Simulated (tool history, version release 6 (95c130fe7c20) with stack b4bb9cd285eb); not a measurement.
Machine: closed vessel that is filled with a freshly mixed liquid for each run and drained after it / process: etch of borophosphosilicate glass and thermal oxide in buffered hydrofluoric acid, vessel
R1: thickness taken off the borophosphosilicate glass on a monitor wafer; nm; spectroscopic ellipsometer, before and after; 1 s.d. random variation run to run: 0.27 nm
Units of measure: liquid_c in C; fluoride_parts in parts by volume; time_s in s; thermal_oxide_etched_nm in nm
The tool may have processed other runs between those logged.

run 1 hour=0.0 | liquid_c=24.0 fluoride_parts=20.5 time_s=60 | R1=42.651 thermal_oxide_etched_nm=34.666
run 2 hour=7.6 | liquid_c=24.0 fluoride_parts=20.5 time_s=40 | R1=27.806 thermal_oxide_etched_nm=23.361
run 3 hour=15.9 | liquid_c=26.0 fluoride_parts=20.5 time_s=40 | R1=30.931 thermal_oxide_etched_nm=25.924
run 4 hour=18.8 | liquid_c=26.5 fluoride_parts=20.5 time_s=40 | R1=31.620 thermal_oxide_etched_nm=26.487
run 5 hour=20.0 | liquid_c=26.5 fluoride_parts=20.5 time_s=30 | R1=23.752 thermal_oxide_etched_nm=19.902
run 6 hour=23.0 | liquid_c=28.5 fluoride_parts=20.5 time_s=30 | R1=26.695 thermal_oxide_etched_nm=22.320

For run 7, what comes out?
run 7 hour=25.7 | liquid_c=29.0 fluoride_parts=20.0 time_s=30 | R1=? thermal_oxide_etched_nm=?

R1: 27.551 nm
thermal_oxide_etched_nm: 23.251 nm
